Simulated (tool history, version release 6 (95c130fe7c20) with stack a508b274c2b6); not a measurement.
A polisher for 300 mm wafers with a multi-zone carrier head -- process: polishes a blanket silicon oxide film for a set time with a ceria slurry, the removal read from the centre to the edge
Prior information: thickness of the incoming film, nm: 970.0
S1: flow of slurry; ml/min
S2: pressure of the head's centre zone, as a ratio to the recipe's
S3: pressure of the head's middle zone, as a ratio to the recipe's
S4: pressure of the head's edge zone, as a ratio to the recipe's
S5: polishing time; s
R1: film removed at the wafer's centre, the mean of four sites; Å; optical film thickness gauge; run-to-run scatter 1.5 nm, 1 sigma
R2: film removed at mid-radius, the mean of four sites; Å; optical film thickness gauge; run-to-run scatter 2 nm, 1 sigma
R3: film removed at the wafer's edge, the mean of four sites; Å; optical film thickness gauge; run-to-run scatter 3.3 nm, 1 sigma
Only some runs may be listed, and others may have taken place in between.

| run | day | S1 | S2 | S3 | S4 | S5 | R1 | R2 | R3 |
|---|---|---|---|---|---|---|---|---|---|
| 1 | 0 | 315 | 1 | 1 | 1 | 47 | 1980 | 1914 | 2007.2 |
| 2 | 0.225 | 315 | 1 | 1.03 | 1 | 47 | 2002.2 | 1967 | 2010 |
| 3 | 0.5 | 330 | 1.02 | 1.05 | 1.06 | 48 | 2097 | 2075.5 | 2078.6 |
| 4 | 0.808 | 330 | 1.02 | 1.05 | 1.06 | 37 | 1608.5 | 1583.6 | 1565.3 |
| 5 | 1.129 | 305 | 1.03 | 1.04 | 1.07 | 42 | 1839.1 | 1779.7 | 1845.6 |
| 6 | 1.338 | 280 | 1.06 | 1.07 | 1.11 | 44 | 1952.2 | 1902 | 1907.3 |
| 7 | 1.583 | 260 | 1.07 | 1.07 | 1.12 | 47 | 2099.6 | 1977.4 | 2018.9 |
| 8 | 1.721 | 285 | 1.07 | 1.06 | 1.14 | 48 | 2174.2 | 2038.6 | 2110.8 |
| 9 | 1.779 | 300 | 1.06 | 1.06 | 1.16 | 49 | 2178 | 2123 | 2152.6 |
| 10 | 2.129 | 300 | 1.06 | 1.05 | 1.17 | 50 | 2228.6 | 2140.9 | 2204 |

Estimate the outcome of run 11 from the log above:
| 11 | 2.471 | 300 | 1.06 | 1.05 | 1.18 | 51 | ? | ? | ? |

{"run 11": {"R1": 2286.2, "R2": 2147.7, "R3": 2293}}

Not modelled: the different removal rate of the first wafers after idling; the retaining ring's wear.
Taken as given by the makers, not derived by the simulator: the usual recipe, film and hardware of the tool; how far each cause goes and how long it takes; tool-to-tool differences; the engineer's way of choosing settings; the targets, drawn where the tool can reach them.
